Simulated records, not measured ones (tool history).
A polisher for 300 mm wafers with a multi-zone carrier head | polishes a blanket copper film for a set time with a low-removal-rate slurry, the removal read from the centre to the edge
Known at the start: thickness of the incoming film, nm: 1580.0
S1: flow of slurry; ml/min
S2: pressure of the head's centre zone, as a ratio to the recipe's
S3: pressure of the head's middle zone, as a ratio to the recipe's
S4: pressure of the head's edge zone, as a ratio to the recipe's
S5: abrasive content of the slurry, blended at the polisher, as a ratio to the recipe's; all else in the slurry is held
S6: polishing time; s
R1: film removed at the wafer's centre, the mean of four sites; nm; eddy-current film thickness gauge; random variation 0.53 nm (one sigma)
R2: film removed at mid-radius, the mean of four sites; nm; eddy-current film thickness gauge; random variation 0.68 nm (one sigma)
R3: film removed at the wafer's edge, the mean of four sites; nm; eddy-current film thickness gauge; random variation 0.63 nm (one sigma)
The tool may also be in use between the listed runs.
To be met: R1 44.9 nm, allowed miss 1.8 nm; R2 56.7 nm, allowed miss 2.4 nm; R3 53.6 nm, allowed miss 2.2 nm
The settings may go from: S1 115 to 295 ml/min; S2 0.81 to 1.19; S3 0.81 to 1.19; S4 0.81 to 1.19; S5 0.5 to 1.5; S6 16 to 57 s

{"run": 1, "hour": 0.0, "S1": 190, "S2": 1, "S3": 1, "S4": 1, "S5": 1, "S6": 36, "R1": 69.933, "R2": 70.376, "R3": 69.205}
{"run": 2, "hour": 7.5, "S1": 190, "S2": 1, "S3": 1, "S4": 1.06, "S5": 1, "S6": 36, "R1": 70.372, "R2": 72.158, "R3": 73.226}
{"run": 3, "hour": 10.2, "S1": 190, "S2": 1.07, "S3": 1, "S4": 1.06, "S5": 1, "S6": 36, "R1": 76.223, "R2": 71.762, "R3": 72.33}
{"run": 4, "hour": 18.9, "S1": 190, "S2": 1.07, "S3": 1.08, "S4": 1.06, "S5": 1, "S6": 36, "R1": 75.333, "R2": 76.111, "R3": 72.013}
{"run": 5, "hour": 22.6, "S1": 190, "S2": 1.07, "S3": 1.02, "S4": 1.06, "S5": 1, "S6": 36, "R1": 75.443, "R2": 72.212, "R3": 73.815}
{"run": 6, "hour": 25.2, "S1": 150, "S2": 1.07, "S3": 1.02, "S4": 1.06, "S5": 1, "S6": 36, "R1": 71.315, "R2": 68.118, "R3": 72.852}
{"run": 7, "hour": 26.5, "S1": 150, "S2": 1.03, "S3": 1.03, "S4": 1.04, "S5": 0.9, "S6": 35, "R1": 65.946, "R2": 68.603, "R3": 67.449}
{"run": 8, "hour": 32.2, "S1": 145, "S2": 1, "S3": 1.02, "S4": 1.03, "S5": 0.85, "S6": 34, "R1": 62.237, "R2": 62.393, "R3": 62.024}
{"run": 9, "hour": 39.0, "S1": 140, "S2": 0.97, "S3": 1.03, "S4": 1.04, "S5": 0.85, "S6": 33, "R1": 58.767, "R2": 62.677, "R3": 63.739}
{"run": 10, "hour": 44.7, "S1": 135, "S2": 0.95, "S3": 1.04, "S4": 1.03, "S5": 0.8, "S6": 32, "R1": 54.251, "R2": 59.442, "R3": 58.572}
{"run": 11, "hour": 45.6, "S1": 135, "S2": 0.93, "S3": 1.04, "S4": 1.03, "S5": 0.8, "S6": 32, "R1": 52.882, "R2": 60.965, "R3": 58.824}
{"run": 12, "hour": 52.5, "S1": 135, "S2": 0.91, "S3": 1.04, "S4": 1.02, "S5": 0.8, "S6": 32, "R1": 51.957, "R2": 58.776, "R3": 58.321}
{"run": 13, "hour": 54.9, "S1": 135, "S2": 0.89, "S3": 1.05, "S4": 1.01, "S5": 0.8, "S6": 32, "R1": 51.161, "R2": 59.067, "R3": 57.635}
{"run": 14, "hour": 61.8, "S1": 135, "S2": 0.88, "S3": 1.05, "S4": 1.01, "S5": 0.8, "S6": 32, "R1": 50.114, "R2": 61.267, "R3": 57.714}
{"run": 15, "hour": 67.4, "S1": 135, "S2": 0.87, "S3": 1.05, "S4": 1.01, "S5": 0.8, "S6": 32, "R1": 50.883, "R2": 59.042, "R3": 58.667}
{"run": 16, "hour": 74.8, "S1": 135, "S2": 0.86, "S3": 1.06, "S4": 1.01, "S5": 0.75, "S6": 32, "R1": 49.235, "R2": 59.776, "R3": 58.185}
{"run": 17, "hour": 83.5, "S1": 135, "S2": 0.85, "S3": 1.06, "S4": 1, "S5": 0.75, "S6": 32, "R1": 49.231, "R2": 59.858, "R3": 58.318}
{"run": 18, "hour": 86.2, "S1": 135, "S2": 0.85, "S3": 1.06, "S4": 0.99, "S5": 0.75, "S6": 32, "R1": 48.477, "R2": 59.119, "R3": 56.9}
{"run": 19, "hour": 92.3, "S1": 135, "S2": 0.84, "S3": 1.06, "S4": 0.98, "S5": 0.75, "S6": 32, "R1": 47.72, "R2": 59.418, "R3": 56.699}
{"hour": 97.6, "done": "worn pad replaced by a new one"}
{"run": 20, "hour": 97.6, "S1": 135, "S2": 0.84, "S3": 1.06, "S4": 0.97, "S5": 0.75, "S6": 32, "R1": 53.402, "R2": 67.691, "R3": 62.924}

Which of these 5 next moves meets every target?
{"run": "A", "hour": 102.9, "S1": 150, "S2": 1.02, "S3": 1.16, "S4": 0.93, "S5": 0.75, "S6": 25, "R1": "?", "R2": "?", "R3": "?"}
{"run": "B", "hour": 102.9, "S1": 125, "S2": 0.84, "S3": 0.97, "S4": 1.13, "S5": 0.75, "S6": 29, "R1": "?", "R2": "?", "R3": "?"}
{"run": "C", "hour": 102.9, "S1": 145, "S2": 0.84, "S3": 0.91, "S4": 1.19, "S5": 0.85, "S6": 37, "R1": "?", "R2": "?", "R3": "?"}
{"run": "D", "hour": 102.9, "S1": 175, "S2": 0.81, "S3": 1.05, "S4": 0.99, "S5": 0.55, "S6": 28, "R1": "?", "R2": "?", "R3": "?"}
{"run": "E", "hour": 102.9, "S1": 165, "S2": 0.92, "S3": 1.04, "S4": 0.96, "S5": 0.7, "S6": 27, "R1": "?", "R2": "?", "R3": "?"}

move=A R1=48.953 R2=55.644 R3=48.461
move=B R1=46.214 R2=54.818 R3=60.521
move=C R1=62.087 R2=70.166 R3=82.65
move=D R1=44.003 R2=56.571 R3=54.275
move=E R1=48.61 R2=55.707 R3=53.196
A: nearer than the last run, and not there yet
B: brings the result that was furthest off to its target, and leaves another outside
C: further off than the last run
D: meets every target
E: nearer than the last run, and not there yet
Answer: D
